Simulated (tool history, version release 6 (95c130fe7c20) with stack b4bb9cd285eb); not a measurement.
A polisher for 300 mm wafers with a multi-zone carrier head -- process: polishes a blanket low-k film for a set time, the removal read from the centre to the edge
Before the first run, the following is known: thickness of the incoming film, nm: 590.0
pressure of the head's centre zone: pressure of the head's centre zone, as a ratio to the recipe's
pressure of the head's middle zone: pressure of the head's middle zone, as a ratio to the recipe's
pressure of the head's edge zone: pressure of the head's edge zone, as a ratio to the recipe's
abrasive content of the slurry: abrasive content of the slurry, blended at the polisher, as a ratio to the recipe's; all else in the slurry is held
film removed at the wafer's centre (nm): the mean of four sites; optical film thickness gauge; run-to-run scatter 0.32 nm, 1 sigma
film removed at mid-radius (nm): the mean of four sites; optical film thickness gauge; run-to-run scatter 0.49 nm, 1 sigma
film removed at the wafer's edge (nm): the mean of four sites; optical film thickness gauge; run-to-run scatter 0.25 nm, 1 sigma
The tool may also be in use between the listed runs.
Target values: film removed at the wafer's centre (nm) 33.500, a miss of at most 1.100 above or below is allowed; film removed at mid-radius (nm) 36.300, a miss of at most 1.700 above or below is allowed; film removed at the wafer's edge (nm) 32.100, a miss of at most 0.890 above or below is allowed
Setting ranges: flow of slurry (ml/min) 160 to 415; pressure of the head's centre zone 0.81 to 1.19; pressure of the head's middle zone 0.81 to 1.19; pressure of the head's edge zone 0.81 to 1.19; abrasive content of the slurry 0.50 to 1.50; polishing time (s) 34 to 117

run  hour  flow of slurry (ml/min)  pressure of the head's centre zone  pressure of the head's middle zone  pressure of the head's edge zone  abrasive content of the slurry  polishing time (s)  film removed at the wafer's centre (nm)  film removed at mid-radius (nm)  film removed at the wafer's edge (nm)
  1   0.0                      265                                1.00                                1.00                              1.00                            1.00                  75                                   43.302                           44.283                                 43.837
  2   4.5                      265                                1.00                                1.01                              0.97                            0.90                  75                                   41.348                           43.478                                 40.922
  3   9.6                      265                                1.00                                1.07                              0.97                            0.90                  75                                   41.336                           45.945                                 41.332
  4  16.8                      265                                1.00                                1.07                              0.97                            0.90                  65                                   35.564                           39.713                                 35.659
  5  21.1                      260                                1.00                                1.06                              0.95                            0.90                  65                                   36.740                           39.277                                 35.129
  6  29.5                      255                                0.99                                1.05                              0.94                            0.90                  65                                   35.774                           38.353                                 34.483
  7  34.5                      245                                0.98                                1.05                              0.93                            0.90                  65                                   34.169                           38.650                                 34.855
  8  39.2                      245                                0.98                                1.04                              0.92                            0.90                  65                                   34.855                           38.372                                 34.974
  9  46.0                      245                                0.98                                1.04                              0.91                            0.90                  65                                   34.740                           37.955                                 34.566

4 next moves are on the table. One of them brings every result within its allowed miss. Which?
  A  52.8                      280                                1.01                                1.01                              0.84                            0.80                  69                                        ?                                ?                                      ?
  B  52.8                      325                                0.99                                1.06                              0.92                            1.00                  57                                        ?                                ?                                      ?
  C  52.8                      180                                0.92                                0.96                              0.98                            0.80                  68                                        ?                                ?                                      ?
  D  52.8                      225                                1.01                                1.17                              0.92                            0.85                  63                                        ?                                ?                                      ?

move  film removed at the wafer's centre (nm)  film removed at mid-radius (nm)  film removed at the wafer's edge (nm)
   A                                   37.011                           38.754                                 34.076
   B                                   33.449                           37.158                                 32.540
   C                                   30.847                           34.288                                 34.369
   D                                   33.648                           40.032                                 32.509
A: the biggest miss grows against the last run
B: each result inside its tolerance
C: an improvement on the last run, though not all results are within tolerance
D: corrects the largest miss of the last run, while another result sits out of spec
Answer: B
